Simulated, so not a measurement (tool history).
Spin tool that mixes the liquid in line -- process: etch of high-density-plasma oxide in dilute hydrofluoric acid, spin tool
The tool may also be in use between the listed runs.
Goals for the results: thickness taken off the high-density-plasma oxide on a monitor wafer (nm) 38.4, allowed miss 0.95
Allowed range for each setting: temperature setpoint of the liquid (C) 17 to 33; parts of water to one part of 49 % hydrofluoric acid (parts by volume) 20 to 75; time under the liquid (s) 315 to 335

run,hour,temperature setpoint of the liquid (C),parts of water to one part of 49 % hydrofluoric acid (parts by volume),time under the liquid (s),thickness taken off the high-density-plasma oxide on a monitor wafer (nm)
1,0,25,45,315,58.23
2,6.1,23,45,315,53.024
3,8.3,23,45,335,56.187
4,16.8,23,35,335,74.039
5,21.6,21.5,40,335,60.784
6,23.9,21.5,40,335,60.043
7,25.9,20.5,40,335,57.526
8,28.1,19.5,45,335,49.037

Next run, 4 choices. One meets every target within its allowed miss, the rest don't. Which?
A,30.3,20.5,40,335,?
B,30.3,19,35,335,?
C,30.3,20.5,55,315,?
D,30.3,18,30,335,?

move,thickness taken off the high-density-plasma oxide on a monitor wafer (nm)
A,57.855
B,62.37
C,38.848
D,70.072
A: misses by more than the last run did
B: misses by more than the last run did
C: meets every target
D: misses by more than the last run did
The right move is C.
